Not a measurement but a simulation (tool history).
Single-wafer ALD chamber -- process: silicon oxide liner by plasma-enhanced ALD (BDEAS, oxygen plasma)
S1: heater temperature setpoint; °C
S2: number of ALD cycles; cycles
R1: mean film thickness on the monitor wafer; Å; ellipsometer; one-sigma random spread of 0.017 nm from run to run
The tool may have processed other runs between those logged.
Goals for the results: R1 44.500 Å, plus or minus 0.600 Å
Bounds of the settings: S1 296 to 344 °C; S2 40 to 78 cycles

{"run": 1, "day": 0.0, "S1": 320, "S2": 59, "R1": 50.98}
{"run": 2, "day": 0.196, "S1": 321, "S2": 58, "R1": 50.1}
{"run": 3, "day": 0.412, "S1": 332, "S2": 58, "R1": 48.775}
{"run": 4, "day": 0.45, "S1": 338, "S2": 58, "R1": 48.797}
{"run": 5, "day": 0.817, "S1": 344, "S2": 58, "R1": 48.161}
{"run": 6, "day": 1.15, "S1": 339, "S2": 58, "R1": 48.713}
{"run": 7, "day": 1.296, "S1": 339, "S2": 57, "R1": 47.661}
{"run": 8, "day": 1.6, "S1": 339, "S2": 57, "R1": 47.713}
{"run": 9, "day": 1.967, "S1": 340, "S2": 55, "R1": 45.939}

Exercise: of the 4 proposed moves below, exactly one satisfies all targets within the stated allowed misses. Which move is it?
{"run": "A", "day": 2.333, "S1": 344, "S2": 56, "R1": "?"}
{"run": "B", "day": 2.333, "S1": 314, "S2": 51, "R1": "?"}
{"run": "C", "day": 2.333, "S1": 334, "S2": 57, "R1": "?"}
{"run": "D", "day": 2.333, "S1": 339, "S2": 57, "R1": "?"}

move=A R1=46.533
move=B R1=44.571
move=C R1=48.181
move=D R1=47.773
A: moves away from the targets compared with the last run
B: hits every target within its allowed miss
C: moves away from the targets compared with the last run
D: moves away from the targets compared with the last run
Move B is the one to make.

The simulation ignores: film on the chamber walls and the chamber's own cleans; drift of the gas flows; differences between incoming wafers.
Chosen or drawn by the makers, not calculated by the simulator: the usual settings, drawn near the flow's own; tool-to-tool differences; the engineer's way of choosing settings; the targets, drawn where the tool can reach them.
